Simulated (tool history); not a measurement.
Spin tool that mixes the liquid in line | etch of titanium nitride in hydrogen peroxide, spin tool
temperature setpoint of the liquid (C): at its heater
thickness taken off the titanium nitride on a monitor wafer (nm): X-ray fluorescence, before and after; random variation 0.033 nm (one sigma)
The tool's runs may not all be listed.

run	hour	temperature setpoint of the liquid (C)	concentration of hydrogen peroxide in the mixed liquid (% by weight)	time under the liquid (s)	thickness taken off the titanium nitride on a monitor wafer (nm)
1	0.0	55.0	19.5	65	3.0107
2	7.3	56.0	19.5	65	3.1919
3	10.6	57.0	19.5	65	3.4315
4	16.8	51.0	19.5	65	2.2336
# hour 22.5: peroxide flow meter replaced
5	22.5	51.0	23.5	65	2.3017
6	23.5	52.5	23.5	65	2.5500
7	30.8	54.0	23.5	65	2.8769

Forecast run 8:
8	38.2	55.0	23.5	65	?

{"run 8": {"thickness taken off the titanium nitride on a monitor wafer (nm)": 3.0622}}
